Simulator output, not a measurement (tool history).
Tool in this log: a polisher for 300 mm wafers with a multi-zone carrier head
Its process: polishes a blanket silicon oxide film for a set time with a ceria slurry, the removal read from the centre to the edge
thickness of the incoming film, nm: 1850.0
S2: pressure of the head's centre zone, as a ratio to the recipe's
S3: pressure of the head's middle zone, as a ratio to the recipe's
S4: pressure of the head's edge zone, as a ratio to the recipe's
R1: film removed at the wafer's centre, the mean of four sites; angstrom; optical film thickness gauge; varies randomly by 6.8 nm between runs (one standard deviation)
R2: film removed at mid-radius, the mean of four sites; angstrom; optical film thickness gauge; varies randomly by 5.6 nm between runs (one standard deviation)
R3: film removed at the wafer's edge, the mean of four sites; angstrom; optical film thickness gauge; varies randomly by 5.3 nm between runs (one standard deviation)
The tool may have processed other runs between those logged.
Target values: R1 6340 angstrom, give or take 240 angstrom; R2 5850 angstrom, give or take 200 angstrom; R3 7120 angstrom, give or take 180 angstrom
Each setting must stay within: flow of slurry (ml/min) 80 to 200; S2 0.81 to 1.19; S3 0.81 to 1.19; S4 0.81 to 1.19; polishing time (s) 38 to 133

{"run": 1, "hour": 0.0, "flow of slurry (ml/min)": 130, "S2": 1, "S3": 1, "S4": 1, "polishing time (s)": 85, "R1": 5844.4, "R2": 5665.5, "R3": 6191.5}
{"run": 2, "hour": 7.9, "flow of slurry (ml/min)": 135, "S2": 1, "S3": 0.99, "S4": 1.02, "polishing time (s)": 85, "R1": 5909, "R2": 5729.1, "R3": 6352}
{"run": 3, "hour": 14.5, "flow of slurry (ml/min)": 135, "S2": 1, "S3": 0.93, "S4": 1.02, "polishing time (s)": 85, "R1": 5979.2, "R2": 5444.3, "R3": 6330.3}
{"run": 4, "hour": 22.9, "flow of slurry (ml/min)": 140, "S2": 1, "S3": 0.93, "S4": 1.04, "polishing time (s)": 85, "R1": 6033.3, "R2": 5387.1, "R3": 6360}
{"run": 5, "hour": 26.1, "flow of slurry (ml/min)": 140, "S2": 0.92, "S3": 0.93, "S4": 1.04, "polishing time (s)": 85, "R1": 5487.7, "R2": 5415.9, "R3": 6331.1}
{"run": 6, "hour": 27.7, "flow of slurry (ml/min)": 140, "S2": 0.92, "S3": 0.93, "S4": 1.04, "polishing time (s)": 97, "R1": 6233.5, "R2": 6281.2, "R3": 7322.3}
{"hour": 35.7, "done": "edge zone pressure recalibrated"}
{"run": 7, "hour": 35.7, "flow of slurry (ml/min)": 125, "S2": 0.97, "S3": 0.87, "S4": 1.02, "polishing time (s)": 97, "R1": 6514.8, "R2": 5737.2, "R3": 6846.8}
{"run": 8, "hour": 40.7, "flow of slurry (ml/min)": 125, "S2": 0.96, "S3": 0.87, "S4": 1.03, "polishing time (s)": 97, "R1": 6358.4, "R2": 5765.6, "R3": 6900.4}

4 next moves are on the table. One of them brings every result within its allowed miss. Which?
{"run": "A", "hour": 45.7, "flow of slurry (ml/min)": 125, "S2": 0.99, "S3": 0.92, "S4": 0.91, "polishing time (s)": 102, "R1": "?", "R2": "?", "R3": "?"}
{"run": "B", "hour": 45.7, "flow of slurry (ml/min)": 115, "S2": 0.94, "S3": 0.92, "S4": 1.02, "polishing time (s)": 98, "R1": "?", "R2": "?", "R3": "?"}
{"run": "C", "hour": 45.7, "flow of slurry (ml/min)": 90, "S2": 1.03, "S3": 0.96, "S4": 0.88, "polishing time (s)": 110, "R1": "?", "R2": "?", "R3": "?"}
{"run": "D", "hour": 45.7, "flow of slurry (ml/min)": 140, "S2": 0.95, "S3": 0.86, "S4": 1.08, "polishing time (s)": 97, "R1": "?", "R2": "?", "R3": "?"}

move=A R1=6869.4 R2=6358.3 R3=6792.1
move=B R1=6109.2 R2=5976.8 R3=6784.1
move=C R1=6869.9 R2=6424.1 R3=6733.9
move=D R1=6456.2 R2=5872.6 R3=7153
A: the biggest miss grows against the last run
B: the biggest miss grows against the last run
C: the biggest miss grows against the last run
D: hits every target within its allowed miss
Correct choice: D, which meets every target

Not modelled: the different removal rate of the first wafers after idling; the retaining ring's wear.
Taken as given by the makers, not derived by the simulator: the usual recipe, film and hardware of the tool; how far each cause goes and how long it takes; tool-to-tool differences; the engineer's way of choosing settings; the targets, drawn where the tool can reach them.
